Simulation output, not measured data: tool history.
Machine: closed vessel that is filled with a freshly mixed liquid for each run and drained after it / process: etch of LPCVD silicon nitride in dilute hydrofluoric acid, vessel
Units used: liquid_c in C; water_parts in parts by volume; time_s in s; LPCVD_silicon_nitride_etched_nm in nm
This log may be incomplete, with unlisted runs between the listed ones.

run	hour	liquid_c	water_parts	time_s	LPCVD_silicon_nitride_etched_nm
1	0.0	21	115	815	3.0695
2	7.4	20	115	815	2.8396
3	11.6	20	160	815	2.0562
4	17.8	20	160	815	2.0519
5	21.9	20	125	815	2.6185
6	31.2	20	100	815	3.2684

Run 7 comes next. What will it give?
7	35.7	19	105	815	?

{"run 7": {"LPCVD_silicon_nitride_etched_nm": 2.9128}}
